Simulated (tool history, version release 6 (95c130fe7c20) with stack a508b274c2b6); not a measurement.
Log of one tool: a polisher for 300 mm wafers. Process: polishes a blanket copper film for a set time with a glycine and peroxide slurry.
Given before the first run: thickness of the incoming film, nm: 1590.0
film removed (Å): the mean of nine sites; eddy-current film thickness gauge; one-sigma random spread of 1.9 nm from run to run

run	day	flow of slurry (ml/min)	pressure of the wafer on the pad (psi)	speed of the pad under the wafer (m/s)	polishing time (s)	film removed (Å)
1	0.000	295	2.8	1.08	33	2319.8
2	0.300	295	2.5	1.08	33	2115.5
3	0.404	295	2.9	1.08	33	2392.3
4	0.621	295	2.6	1.08	33	2173.2
5	0.662	295	2.4	1.08	33	2053.4
6	0.742	295	2.4	1.08	30	1897.7
7	0.900	295	2.4	1.08	30	1856.6
8	1.262	295	2.3	1.08	30	1807.2

The next listed run, before its measurement:
9	1.417	295	2.2	1.08	30	?

film removed (Å): 1740.1
